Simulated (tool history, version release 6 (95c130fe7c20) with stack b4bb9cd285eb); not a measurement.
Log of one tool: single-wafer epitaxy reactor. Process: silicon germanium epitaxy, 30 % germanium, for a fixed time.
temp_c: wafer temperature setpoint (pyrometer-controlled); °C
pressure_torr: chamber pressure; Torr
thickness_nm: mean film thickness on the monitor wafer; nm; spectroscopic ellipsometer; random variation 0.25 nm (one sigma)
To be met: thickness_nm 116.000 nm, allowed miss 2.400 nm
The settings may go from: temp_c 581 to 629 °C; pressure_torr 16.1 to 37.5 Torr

run,day,temp_c,pressure_torr,thickness_nm
1,0.000,605,26.8,74.510
2,0.308,598,26.8,64.562
3,0.579,598,28.9,66.969
4,0.704,606,29.1,78.975
5,0.758,614,29.1,93.157
6,1.100,617,29.2,99.198
7,1.217,627,29.5,120.920
8,1.429,626,29.5,118.400

Which of these 4 next moves meets every target?
A,1.642,621,30.5,?
B,1.642,627,27.4,?
C,1.642,627,29.9,?
D,1.642,621,30.2,?

move,thickness_nm
A,109.660
B,116.970
C,122.160
D,109.130
A: takes the result that was furthest off past its target
B: meets every target
C: further off than the last run
D: takes the result that was furthest off past its target
Move B is the one to make.

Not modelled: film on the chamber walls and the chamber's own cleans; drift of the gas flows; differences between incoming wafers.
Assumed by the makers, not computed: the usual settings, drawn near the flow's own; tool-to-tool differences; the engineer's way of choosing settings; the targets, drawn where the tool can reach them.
